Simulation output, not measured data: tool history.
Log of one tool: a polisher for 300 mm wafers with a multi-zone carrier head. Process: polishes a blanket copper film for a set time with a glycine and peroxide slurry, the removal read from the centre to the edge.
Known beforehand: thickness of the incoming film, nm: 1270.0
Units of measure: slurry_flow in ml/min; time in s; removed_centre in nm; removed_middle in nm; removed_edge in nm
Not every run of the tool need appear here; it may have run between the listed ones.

Run 1, hour 0.0: slurry_flow 230 ml/min, centre_zone 1.00, middle_zone 1.00, edge_zone 1.00, time 89 s. Result: removed_centre 438.79 nm, removed_middle 424.01 nm, removed_edge 418.58 nm.
Run 2, hour 5.0: slurry_flow 230 ml/min, centre_zone 1.05, middle_zone 1.00, edge_zone 1.00, time 89 s. Result: removed_centre 466.07 nm, removed_middle 441.07 nm, removed_edge 419.20 nm.
Run 3, hour 11.4: slurry_flow 230 ml/min, centre_zone 1.05, middle_zone 1.00, edge_zone 1.00, time 97 s. Result: removed_centre 502.53 nm, removed_middle 476.37 nm, removed_edge 460.93 nm.
Run 4, hour 13.5: slurry_flow 260 ml/min, centre_zone 1.05, middle_zone 1.00, edge_zone 1.00, time 97 s. Result: removed_centre 502.89 nm, removed_middle 473.34 nm, removed_edge 462.81 nm.
Run 5, hour 19.5: slurry_flow 260 ml/min, centre_zone 1.05, middle_zone 1.00, edge_zone 1.00, time 110 s. Result: removed_centre 572.24 nm, removed_middle 534.64 nm, removed_edge 523.07 nm.
Run 6, hour 20.2: slurry_flow 260 ml/min, centre_zone 1.05, middle_zone 1.00, edge_zone 1.06, time 110 s. Result: removed_centre 580.22 nm, removed_middle 541.67 nm, removed_edge 538.28 nm.
Run 7, hour 22.6: slurry_flow 260 ml/min, centre_zone 1.04, middle_zone 0.98, edge_zone 1.05, time 101 s. Result: removed_centre 525.62 nm, removed_middle 495.20 nm, removed_edge 487.46 nm.
At hour 24.5: worn pad replaced by a new one.
Run 8, hour 24.5: slurry_flow 240 ml/min, centre_zone 1.02, middle_zone 0.95, edge_zone 1.03, time 95 s. Result: removed_centre 513.07 nm, removed_middle 486.05 nm, removed_edge 500.86 nm.
Run 9, hour 33.4: slurry_flow 260 ml/min, centre_zone 1.02, middle_zone 0.94, edge_zone 1.00, time 86 s. Result: removed_centre 479.23 nm, removed_middle 435.18 nm, removed_edge 452.63 nm.
Run 10, hour 42.2: slurry_flow 270 ml/min, centre_zone 1.01, middle_zone 0.93, edge_zone 0.98, time 79 s. Result: removed_centre 429.07 nm, removed_middle 401.82 nm, removed_edge 403.61 nm.
Run 11, hour 43.9: slurry_flow 255 ml/min, centre_zone 1.01, middle_zone 0.91, edge_zone 0.97, time 73 s. Result: removed_centre 399.31 nm, removed_middle 359.05 nm, removed_edge 376.02 nm.
Run 12, hour 45.5: slurry_flow 245 ml/min, centre_zone 1.00, middle_zone 0.90, edge_zone 0.95, time 71 s. Result: removed_centre 380.78 nm, removed_middle 348.11 nm, removed_edge 356.21 nm.
Run 13, hour 50.0: slurry_flow 235 ml/min, centre_zone 1.00, middle_zone 0.89, edge_zone 0.95, time 68 s. Result: removed_centre 356.13 nm, removed_middle 329.02 nm, removed_edge 343.38 nm.
Run 14, hour 57.7: slurry_flow 190 ml/min, centre_zone 1.03, middle_zone 0.81, edge_zone 0.90, time 59 s. Result: removed_centre 314.97 nm, removed_middle 255.04 nm, removed_edge 287.38 nm.
Run 15, hour 65.5: slurry_flow 195 ml/min, centre_zone 1.02, middle_zone 0.81, edge_zone 0.91, time 59 s. Result: removed_centre 310.69 nm, removed_middle 253.67 nm, removed_edge 286.72 nm.

The next listed run, before its measurement:
Run 16, hour 67.1: slurry_flow 200 ml/min, centre_zone 1.01, middle_zone 0.81, edge_zone 0.92, time 59 s. Result: removed_centre ?, removed_middle ?, removed_edge ?.

Run 16 measured removed_centre 307.36 nm, removed_middle 258.26 nm, removed_edge 286.55 nm.
